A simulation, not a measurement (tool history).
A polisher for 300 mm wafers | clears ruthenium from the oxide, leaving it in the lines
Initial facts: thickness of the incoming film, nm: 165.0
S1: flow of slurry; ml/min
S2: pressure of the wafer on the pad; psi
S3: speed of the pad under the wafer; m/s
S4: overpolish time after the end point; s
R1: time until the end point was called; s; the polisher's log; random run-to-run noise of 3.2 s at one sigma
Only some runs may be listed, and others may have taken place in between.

run,hour,S1,S2,S3,S4,R1
1,0.0,265,2.7,1.08,5,132.170
2,4.2,265,2.7,1.34,5,106.300
3,13.1,265,3.2,1.34,5,92.544
4,19.7,265,3.2,1.48,5,83.715
5,28.1,265,2.8,1.48,5,95.867
6,33.9,260,2.5,1.38,5,114.350
7,42.3,250,1.8,1.08,5,199.180

Run 8, settings as shown, results not yet in. Your forecast:
8,49.2,250,1.7,1.08,5,?

Run 8 produced R1 208.250 s.
